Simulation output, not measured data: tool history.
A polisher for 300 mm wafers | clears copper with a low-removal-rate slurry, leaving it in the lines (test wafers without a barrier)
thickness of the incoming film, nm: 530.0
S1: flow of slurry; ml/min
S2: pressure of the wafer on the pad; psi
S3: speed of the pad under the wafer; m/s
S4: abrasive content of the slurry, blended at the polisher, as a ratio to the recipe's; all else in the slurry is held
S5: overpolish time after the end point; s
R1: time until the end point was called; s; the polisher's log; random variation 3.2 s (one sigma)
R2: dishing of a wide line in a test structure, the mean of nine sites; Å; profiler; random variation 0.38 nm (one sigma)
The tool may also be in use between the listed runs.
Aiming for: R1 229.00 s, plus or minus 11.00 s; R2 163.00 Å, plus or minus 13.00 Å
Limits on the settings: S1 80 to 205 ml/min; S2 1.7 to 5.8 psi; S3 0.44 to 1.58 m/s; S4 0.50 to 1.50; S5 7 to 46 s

run 1 hour=0.0 | S1=135 S2=3.7 S3=1.00 S4=1.00 S5=24 | R1=121.30 R2=585.12
run 2 hour=4.8 | S1=135 S2=3.7 S3=0.76 S4=1.00 S5=24 | R1=148.80 R2=509.81
run 3 hour=13.1 | S1=135 S2=3.1 S3=0.78 S4=1.00 S5=19 | R1=175.57 R2=356.71
run 4 hour=21.7 | S1=135 S2=2.7 S3=0.82 S4=1.00 S5=16 | R1=191.33 R2=290.14
run 5 hour=30.1 | S1=135 S2=2.4 S3=0.86 S4=1.00 S5=13 | R1=208.14 R2=225.54
run 6 hour=32.0 | S1=135 S2=2.3 S3=0.88 S4=1.00 S5=11 | R1=205.36 R2=191.29
run 7 hour=37.8 | S1=135 S2=2.2 S3=0.88 S4=1.00 S5=11 | R1=222.17 R2=183.71
run 8 hour=41.1 | S1=130 S2=2.1 S3=0.88 S4=1.00 S5=7 | R1=233.05 R2=116.32

Exercise: of the 5 proposed moves below, exactly one satisfies all targets within the stated allowed misses. Which move is it?
run A hour=44.4 | S1=120 S2=1.9 S3=1.22 S4=0.90 S5=12 | R1=? R2=?
run B hour=44.4 | S1=165 S2=1.7 S3=1.16 S4=0.90 S5=10 | R1=? R2=?
run C hour=44.4 | S1=120 S2=2.4 S3=0.76 S4=1.05 S5=12 | R1=? R2=?
run D hour=44.4 | S1=135 S2=2.1 S3=0.90 S4=1.00 S5=13 | R1=? R2=?
run E hour=44.4 | S1=160 S2=2.2 S3=0.76 S4=1.10 S5=12 | R1=? R2=?

move=A R1=210.69 R2=193.55
move=B R1=227.69 R2=152.87
move=C R1=222.41 R2=186.34
move=D R1=223.63 R2=197.98
move=E R1=224.55 R2=184.13
A: moves the result that the last run missed by most past its target, out the other side
B: meets every target
C: moves the result that the last run missed by most past its target, out the other side
D: moves the result that the last run missed by most past its target, out the other side
E: moves the result that the last run missed by most past its target, out the other side
The right move is B.
